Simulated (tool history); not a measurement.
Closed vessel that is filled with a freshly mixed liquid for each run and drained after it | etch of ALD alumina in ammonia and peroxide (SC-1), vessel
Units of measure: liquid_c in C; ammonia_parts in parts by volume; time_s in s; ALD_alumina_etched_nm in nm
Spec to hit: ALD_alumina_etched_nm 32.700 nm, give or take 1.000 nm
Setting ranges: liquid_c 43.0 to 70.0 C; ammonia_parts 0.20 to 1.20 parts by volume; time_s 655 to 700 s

Run 1, hour 0.0: liquid_c 59.0 C, ammonia_parts 0.75 parts by volume, time_s 655 s. Result: ALD_alumina_etched_nm 51.708 nm.
Run 2, hour 6.7: liquid_c 57.0 C, ammonia_parts 0.75 parts by volume, time_s 655 s. Result: ALD_alumina_etched_nm 47.000 nm.
Run 3, hour 14.0: liquid_c 62.0 C, ammonia_parts 0.75 parts by volume, time_s 655 s. Result: ALD_alumina_etched_nm 60.908 nm.
Run 4, hour 16.0: liquid_c 59.0 C, ammonia_parts 0.75 parts by volume, time_s 655 s. Result: ALD_alumina_etched_nm 52.055 nm.
Run 5, hour 19.1: liquid_c 62.0 C, ammonia_parts 0.75 parts by volume, time_s 655 s. Result: ALD_alumina_etched_nm 60.035 nm.
Run 6, hour 24.7: liquid_c 62.0 C, ammonia_parts 0.95 parts by volume, time_s 655 s. Result: ALD_alumina_etched_nm 60.778 nm.
Run 7, hour 28.0: liquid_c 59.0 C, ammonia_parts 0.95 parts by volume, time_s 655 s. Result: ALD_alumina_etched_nm 52.630 nm.
Run 8, hour 28.7: liquid_c 56.5 C, ammonia_parts 0.95 parts by volume, time_s 655 s. Result: ALD_alumina_etched_nm 45.799 nm.
Run 9, hour 29.3: liquid_c 49.0 C, ammonia_parts 0.95 parts by volume, time_s 655 s. Result: ALD_alumina_etched_nm 31.279 nm.

5 candidate next runs follow, results not yet known. Just one meets every target within its allowed miss. Identify it.
Run A, hour 29.9: liquid_c 49.5 C, ammonia_parts 0.70 parts by volume, time_s 655 s. Result: ALD_alumina_etched_nm ?.
Run B, hour 29.9: liquid_c 48.5 C, ammonia_parts 1.05 parts by volume, time_s 655 s. Result: ALD_alumina_etched_nm ?.
Run C, hour 29.9: liquid_c 49.0 C, ammonia_parts 0.95 parts by volume, time_s 685 s. Result: ALD_alumina_etched_nm ?.
Run D, hour 29.9: liquid_c 46.5 C, ammonia_parts 1.05 parts by volume, time_s 695 s. Result: ALD_alumina_etched_nm ?.
Run E, hour 29.9: liquid_c 48.0 C, ammonia_parts 1.05 parts by volume, time_s 655 s. Result: ALD_alumina_etched_nm ?.

move  ALD_alumina_etched_nm
   A                 30.914
   B                 30.402
   C                 32.378
   D                 28.844
   E                 29.568
A: misses by more than the last run did
B: misses by more than the last run did
C: each result inside its tolerance
D: misses by more than the last run did
E: misses by more than the last run did
C is the move that brings every result within its allowed miss.
